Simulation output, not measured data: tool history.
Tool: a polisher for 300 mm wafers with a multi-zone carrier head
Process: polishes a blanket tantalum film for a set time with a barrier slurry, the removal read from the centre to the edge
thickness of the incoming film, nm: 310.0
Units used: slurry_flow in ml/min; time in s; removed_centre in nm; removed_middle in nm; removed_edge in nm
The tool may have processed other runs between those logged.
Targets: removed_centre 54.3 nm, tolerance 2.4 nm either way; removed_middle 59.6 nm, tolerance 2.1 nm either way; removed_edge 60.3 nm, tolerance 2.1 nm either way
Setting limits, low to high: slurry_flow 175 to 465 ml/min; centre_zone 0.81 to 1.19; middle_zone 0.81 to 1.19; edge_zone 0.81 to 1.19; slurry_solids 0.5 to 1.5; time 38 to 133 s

Run 1, day 0: slurry_flow 295 ml/min, centre_zone 1, middle_zone 1, edge_zone 1, slurry_solids 1, time 85 s. Result: removed_centre 89.62 nm, removed_middle 90.468 nm, removed_edge 90.208 nm.
Run 2, day 0.333: slurry_flow 290 ml/min, centre_zone 0.96, middle_zone 0.98, edge_zone 0.97, slurry_solids 0.85, time 80 s. Result: removed_centre 76.121 nm, removed_middle 80.366 nm, removed_edge 81.655 nm.
Run 3, day 0.367: slurry_flow 290 ml/min, centre_zone 0.96, middle_zone 0.98, edge_zone 1.01, slurry_solids 0.85, time 80 s. Result: removed_centre 76.241 nm, removed_middle 79.997 nm, removed_edge 82.397 nm.
Run 4, day 0.658: slurry_flow 290 ml/min, centre_zone 0.96, middle_zone 0.98, edge_zone 1.01, slurry_solids 0.95, time 80 s. Result: removed_centre 78.215 nm, removed_middle 79.815 nm, removed_edge 84.326 nm.
Run 5, day 0.775: slurry_flow 290 ml/min, centre_zone 0.95, middle_zone 0.97, edge_zone 0.99, slurry_solids 0.85, time 75 s. Result: removed_centre 71.499 nm, removed_middle 75.283 nm, removed_edge 75.383 nm.
Run 6, day 1.075: slurry_flow 360 ml/min, centre_zone 0.95, middle_zone 0.97, edge_zone 0.99, slurry_solids 0.85, time 75 s. Result: removed_centre 74.63 nm, removed_middle 76.657 nm, removed_edge 78.437 nm.
Run 7, day 1.354: slurry_flow 345 ml/min, centre_zone 0.93, middle_zone 0.95, edge_zone 0.96, slurry_solids 0.75, time 73 s. Result: removed_centre 68.498 nm, removed_middle 70.116 nm, removed_edge 72.041 nm.
Run 8, day 1.396: slurry_flow 330 ml/min, centre_zone 0.9, middle_zone 0.94, edge_zone 0.93, slurry_solids 0.7, time 73 s. Result: removed_centre 65.246 nm, removed_middle 68.556 nm, removed_edge 71.167 nm.
Run 9, day 1.512: slurry_flow 325 ml/min, centre_zone 0.89, middle_zone 0.94, edge_zone 0.92, slurry_solids 0.65, time 71 s. Result: removed_centre 62.474 nm, removed_middle 65.262 nm, removed_edge 66.332 nm.
Run 10, day 1.854: slurry_flow 310 ml/min, centre_zone 0.87, middle_zone 0.93, edge_zone 0.91, slurry_solids 0.6, time 71 s. Result: removed_centre 57.096 nm, removed_middle 63.569 nm, removed_edge 64.621 nm.
Run 11, day 1.992: slurry_flow 300 ml/min, centre_zone 0.87, middle_zone 0.92, edge_zone 0.89, slurry_solids 0.6, time 71 s. Result: removed_centre 58.985 nm, removed_middle 62.535 nm, removed_edge 64.839 nm.
Run 12, day 2.204: slurry_flow 295 ml/min, centre_zone 0.86, middle_zone 0.92, edge_zone 0.88, slurry_solids 0.55, time 71 s. Result: removed_centre 56.606 nm, removed_middle 60.892 nm, removed_edge 61.241 nm.

Next run, 5 choices. One meets every target within its allowed miss, the rest don't. Which?
Run A, day 2.417: slurry_flow 335 ml/min, centre_zone 0.85, middle_zone 0.94, edge_zone 0.91, slurry_solids 0.5, time 69 s. Result: removed_centre ?, removed_middle ?, removed_edge ?.
Run B, day 2.417: slurry_flow 320 ml/min, centre_zone 0.89, middle_zone 1.05, edge_zone 0.98, slurry_solids 0.5, time 69 s. Result: removed_centre ?, removed_middle ?, removed_edge ?.
Run C, day 2.417: slurry_flow 285 ml/min, centre_zone 0.81, middle_zone 1, edge_zone 0.94, slurry_solids 0.5, time 71 s. Result: removed_centre ?, removed_middle ?, removed_edge ?.
Run D, day 2.417: slurry_flow 315 ml/min, centre_zone 0.87, middle_zone 0.93, edge_zone 0.88, slurry_solids 0.6, time 71 s. Result: removed_centre ?, removed_middle ?, removed_edge ?.
Run E, day 2.417: slurry_flow 265 ml/min, centre_zone 0.94, middle_zone 0.93, edge_zone 0.83, slurry_solids 0.65, time 67 s. Result: removed_centre ?, removed_middle ?, removed_edge ?.

move  removed_centre  removed_middle  removed_edge
   A          53.116          59.199        60.799
   B          54.835          64.688        62.317
   C           51.72          63.114        62.515
   D          57.713          62.645        64.183
   E          57.741          59.072        59.492
A: meets every target
B: meets the target for the result that was furthest off, but another lies outside its allowed miss
C: the result that was furthest off in the last run now lies on the other side of its target
D: misses by more than the last run did
E: misses by more than the last run did
Answer: A
